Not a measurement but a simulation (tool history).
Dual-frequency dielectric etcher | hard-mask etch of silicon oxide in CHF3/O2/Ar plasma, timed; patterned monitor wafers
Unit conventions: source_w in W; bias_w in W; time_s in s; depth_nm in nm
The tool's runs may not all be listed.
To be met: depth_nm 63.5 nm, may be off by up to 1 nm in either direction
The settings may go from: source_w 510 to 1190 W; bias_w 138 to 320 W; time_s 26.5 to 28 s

Run 1, hour 0: source_w 850 W, bias_w 229 W, time_s 26.5 s. Result: depth_nm 73.079 nm.
Run 2, hour 2: source_w 950 W, bias_w 229 W, time_s 26.5 s. Result: depth_nm 76.041 nm.
Run 3, hour 6.7: source_w 850 W, bias_w 225 W, time_s 26.5 s. Result: depth_nm 72.425 nm.
Run 4, hour 12.6: source_w 940 W, bias_w 225 W, time_s 26.5 s. Result: depth_nm 75.473 nm.
Run 5, hour 16.3: source_w 940 W, bias_w 190 W, time_s 26.5 s. Result: depth_nm 72.479 nm.
Run 6, hour 19.5: source_w 870 W, bias_w 187 W, time_s 26.5 s. Result: depth_nm 70.355 nm.
Run 7, hour 27.2: source_w 810 W, bias_w 184 W, time_s 26.5 s. Result: depth_nm 68.29 nm.
Run 8, hour 32.1: source_w 770 W, bias_w 182 W, time_s 26.5 s. Result: depth_nm 66.895 nm.
Run 9, hour 35.5: source_w 740 W, bias_w 181 W, time_s 26.5 s. Result: depth_nm 65.666 nm.

Next run, 5 choices. One meets every target within its allowed miss, the rest don't. Which?
Run A, hour 38.9: source_w 610 W, bias_w 173 W, time_s 27.5 s. Result: depth_nm ?.
Run B, hour 38.9: source_w 710 W, bias_w 209 W, time_s 28 s. Result: depth_nm ?.
Run C, hour 38.9: source_w 800 W, bias_w 161 W, time_s 26.5 s. Result: depth_nm ?.
Run D, hour 38.9: source_w 620 W, bias_w 170 W, time_s 26.5 s. Result: depth_nm ?.
Run E, hour 38.9: source_w 690 W, bias_w 197 W, time_s 26.5 s. Result: depth_nm ?.

move  depth_nm
   A    63.138
   B    70.662
   C    66.218
   D    60.986
   E    65.348
A: every result lands within tolerance
B: its largest miss is bigger than the last run's
C: its largest miss is bigger than the last run's
D: moves the result that the last run missed by most past its target, out the other side
E: closes in on the targets versus the last run, not all within tolerance yet
Answer: A
